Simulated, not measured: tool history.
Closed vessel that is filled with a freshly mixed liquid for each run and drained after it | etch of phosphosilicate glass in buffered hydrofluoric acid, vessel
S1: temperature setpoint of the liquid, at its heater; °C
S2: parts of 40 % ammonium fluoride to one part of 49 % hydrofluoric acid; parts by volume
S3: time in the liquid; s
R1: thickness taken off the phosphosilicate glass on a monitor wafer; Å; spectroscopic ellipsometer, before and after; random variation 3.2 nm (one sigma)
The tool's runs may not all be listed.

run    day    S1    S2  S3      R1
  1      0    24  12.5  85  2241.8
  2  0.342  20.5  12.5  85  1851.4
  3  0.696    22  12.5  85  1996.1
  4   1.05    25  11.5  85  2575.8
  5  1.308    27    11  85  2989.4
  6  1.358    27    14  85  2348.3
  7  1.462  28.5  12.5  85  2848.4

Forecast run 8:
  8  1.571  32  8.5  85   ?

{"run 8": {"R1": 4830.7}}
